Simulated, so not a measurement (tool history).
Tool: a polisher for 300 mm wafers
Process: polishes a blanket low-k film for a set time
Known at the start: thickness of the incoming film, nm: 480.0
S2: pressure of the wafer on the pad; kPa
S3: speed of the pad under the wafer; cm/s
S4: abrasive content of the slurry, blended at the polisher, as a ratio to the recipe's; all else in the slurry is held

Run 1, hour 0.0: flow of slurry (ml/min) 285, S2 15.9 kPa, S3 78 cm/s, S4 1.0, polishing time (s) 56. Result: film removed (nm) 19.234.
Run 2, hour 2.8: flow of slurry (ml/min) 280, S2 13.8 kPa, S3 78 cm/s, S4 1.0, polishing time (s) 56. Result: film removed (nm) 17.405.
Run 3, hour 3.6: flow of slurry (ml/min) 280, S2 12.4 kPa, S3 76 cm/s, S4 1.0, polishing time (s) 56. Result: film removed (nm) 16.175.
Run 4, hour 11.7: flow of slurry (ml/min) 280, S2 14.5 kPa, S3 76 cm/s, S4 1.0, polishing time (s) 56. Result: film removed (nm) 17.740.
Run 5, hour 20.6: flow of slurry (ml/min) 280, S2 13.1 kPa, S3 72 cm/s, S4 1.0, polishing time (s) 56. Result: film removed (nm) 15.893.
Run 6, hour 26.2: flow of slurry (ml/min) 280, S2 11.7 kPa, S3 70 cm/s, S4 1.0, polishing time (s) 56. Result: film removed (nm) 14.495.
Run 7, hour 32.4: flow of slurry (ml/min) 280, S2 11.0 kPa, S3 68 cm/s, S4 1.0, polishing time (s) 56. Result: film removed (nm) 14.015.
Run 8, hour 37.8: flow of slurry (ml/min) 275, S2 10.3 kPa, S3 66 cm/s, S4 1.0, polishing time (s) 56. Result: film removed (nm) 13.031.
Run 9, hour 42.8: flow of slurry (ml/min) 270, S2 9.7 kPa, S3 66 cm/s, S4 1.0, polishing time (s) 56. Result: film removed (nm) 12.456.

Predict the results of run 10:
Run 10, hour 44.9: flow of slurry (ml/min) 260, S2 9.0 kPa, S3 66 cm/s, S4 1.0, polishing time (s) 56. Result: film removed (nm) ?.

{"run 10": {"film removed (nm)": 12.051}}

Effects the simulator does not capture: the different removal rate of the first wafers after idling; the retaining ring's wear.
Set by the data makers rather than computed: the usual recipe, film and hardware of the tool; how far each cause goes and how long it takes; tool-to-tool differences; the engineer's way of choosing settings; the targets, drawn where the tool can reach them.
